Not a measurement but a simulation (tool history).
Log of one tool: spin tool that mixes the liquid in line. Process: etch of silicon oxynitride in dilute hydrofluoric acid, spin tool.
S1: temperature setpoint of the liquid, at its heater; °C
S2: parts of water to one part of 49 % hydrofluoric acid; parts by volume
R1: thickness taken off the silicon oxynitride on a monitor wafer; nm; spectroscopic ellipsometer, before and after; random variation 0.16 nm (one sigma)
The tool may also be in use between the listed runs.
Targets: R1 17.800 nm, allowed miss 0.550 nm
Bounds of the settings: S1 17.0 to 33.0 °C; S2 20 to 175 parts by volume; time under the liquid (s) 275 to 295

run 1 day=0.000 | S1=25.0 S2=95 time_under_the_liquid_(s)=275 | R1=14.011
run 2 day=0.367 | S1=26.5 S2=95 time_under_the_liquid_(s)=275 | R1=14.947
run 3 day=0.442 | S1=24.0 S2=95 time_under_the_liquid_(s)=275 | R1=13.507
run 4 day=0.496 | S1=26.0 S2=95 time_under_the_liquid_(s)=275 | R1=14.776
run 5 day=0.783 | S1=26.0 S2=95 time_under_the_liquid_(s)=275 | R1=14.904
run 6 day=0.921 | S1=27.0 S2=95 time_under_the_liquid_(s)=275 | R1=15.747
run 7 day=1.067 | S1=27.5 S2=95 time_under_the_liquid_(s)=275 | R1=15.588
run 8 day=1.367 | S1=28.5 S2=95 time_under_the_liquid_(s)=275 | R1=16.865
run 9 day=1.721 | S1=29.0 S2=95 time_under_the_liquid_(s)=275 | R1=16.722

Which of these 5 next moves meets every target?
run A day=2.075 | S1=29.0 S2=85 time_under_the_liquid_(s)=285 | R1=?
run B day=2.075 | S1=27.5 S2=80 time_under_the_liquid_(s)=275 | R1=?
run C day=2.075 | S1=29.0 S2=90 time_under_the_liquid_(s)=290 | R1=?
run D day=2.075 | S1=29.5 S2=85 time_under_the_liquid_(s)=275 | R1=?
run E day=2.075 | S1=30.0 S2=95 time_under_the_liquid_(s)=280 | R1=?

move=A R1=19.687
move=B R1=18.927
move=C R1=18.825
move=D R1=19.434
move=E R1=17.926
A: takes the result that was furthest off past its target
B: takes the result that was furthest off past its target
C: takes the result that was furthest off past its target
D: takes the result that was furthest off past its target
E: meets every target
Move E is the one to make.

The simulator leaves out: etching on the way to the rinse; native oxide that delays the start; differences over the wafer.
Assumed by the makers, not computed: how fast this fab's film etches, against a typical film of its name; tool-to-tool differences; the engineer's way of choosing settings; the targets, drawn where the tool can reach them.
